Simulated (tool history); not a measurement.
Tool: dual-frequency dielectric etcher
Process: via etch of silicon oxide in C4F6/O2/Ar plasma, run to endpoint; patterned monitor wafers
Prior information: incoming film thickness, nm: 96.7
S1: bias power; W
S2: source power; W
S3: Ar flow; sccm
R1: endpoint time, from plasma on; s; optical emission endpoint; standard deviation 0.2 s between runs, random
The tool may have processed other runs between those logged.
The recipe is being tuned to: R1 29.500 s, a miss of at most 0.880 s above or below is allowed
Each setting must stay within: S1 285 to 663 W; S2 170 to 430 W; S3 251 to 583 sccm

Run 1, hour 0.0: S1 474 W, S2 300 W, S3 417 sccm. Result: R1 22.744 s.
Run 2, hour 8.3: S1 451 W, S2 290 W, S3 422 sccm. Result: R1 23.242 s.
Run 3, hour 16.1: S1 429 W, S2 270 W, S3 428 sccm. Result: R1 24.370 s.
Run 4, hour 23.6: S1 412 W, S2 260 W, S3 432 sccm. Result: R1 25.254 s.
Run 5, hour 24.2: S1 374 W, S2 260 W, S3 432 sccm. Result: R1 25.793 s.
Run 6, hour 32.2: S1 374 W, S2 260 W, S3 385 sccm. Result: R1 25.599 s.
Run 7, hour 33.1: S1 363 W, S2 250 W, S3 387 sccm. Result: R1 26.312 s.
Run 8, hour 34.3: S1 353 W, S2 240 W, S3 388 sccm. Result: R1 26.499 s.
Run 9, hour 39.1: S1 285 W, S2 180 W, S3 419 sccm. Result: R1 31.923 s.
Run 10, hour 47.7: S1 294 W, S2 180 W, S3 418 sccm. Result: R1 31.611 s.
Run 11, hour 54.8: S1 302 W, S2 180 W, S3 418 sccm. Result: R1 31.394 s.
Run 12, hour 56.5: S1 309 W, S2 180 W, S3 418 sccm. Result: R1 31.770 s.
Run 13, hour 59.7: S1 316 W, S2 180 W, S3 417 sccm. Result: R1 31.453 s.
Run 14, hour 62.6: S1 323 W, S2 180 W, S3 416 sccm. Result: R1 31.513 s.
Run 15, hour 64.9: S1 327 W, S2 180 W, S3 415 sccm. Result: R1 30.571 s.

4 candidate next runs follow, results not yet known. Just one meets every target within its allowed miss. Identify it.
Run A, hour 67.2: S1 388 W, S2 180 W, S3 441 sccm. Result: R1 ?.
Run B, hour 67.2: S1 285 W, S2 190 W, S3 484 sccm. Result: R1 ?.
Run C, hour 67.2: S1 285 W, S2 170 W, S3 455 sccm. Result: R1 ?.
Run D, hour 67.2: S1 352 W, S2 170 W, S3 431 sccm. Result: R1 ?.

move      R1
   A  29.651
   B  31.439
   C  32.840
   D  31.102
A: meets every target
B: misses by more than the last run did
C: misses by more than the last run did
D: misses by more than the last run did
The right move is A.
